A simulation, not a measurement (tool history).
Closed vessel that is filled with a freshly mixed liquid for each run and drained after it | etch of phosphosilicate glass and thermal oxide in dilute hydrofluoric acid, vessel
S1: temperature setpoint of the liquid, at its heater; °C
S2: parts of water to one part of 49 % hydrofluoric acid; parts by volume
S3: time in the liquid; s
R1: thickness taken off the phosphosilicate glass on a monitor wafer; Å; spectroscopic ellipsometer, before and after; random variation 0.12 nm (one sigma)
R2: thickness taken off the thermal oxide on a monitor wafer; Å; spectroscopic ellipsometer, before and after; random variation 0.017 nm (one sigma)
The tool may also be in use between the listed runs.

run	day	S1	S2	S3	R1	R2
1	0	25	265	150	624.2	25.724
2	0.338	25	335	150	460.59	18.8
3	0.454	25	285	150	570	22.96
4	0.612	22.5	300	150	488.04	20.205
5	0.892	22.5	235	150	665.39	27.013
6	1.042	22.5	235	95	419.6	17.385
7	1.296	21	235	95	398.34	16.619
8	1.404	20	235	95	384.06	16.125

Forecast run 9:
9	1.492	19.5	240	95	?	?

{"run 9": {"R1": 366.8, "R2": 14.546}}
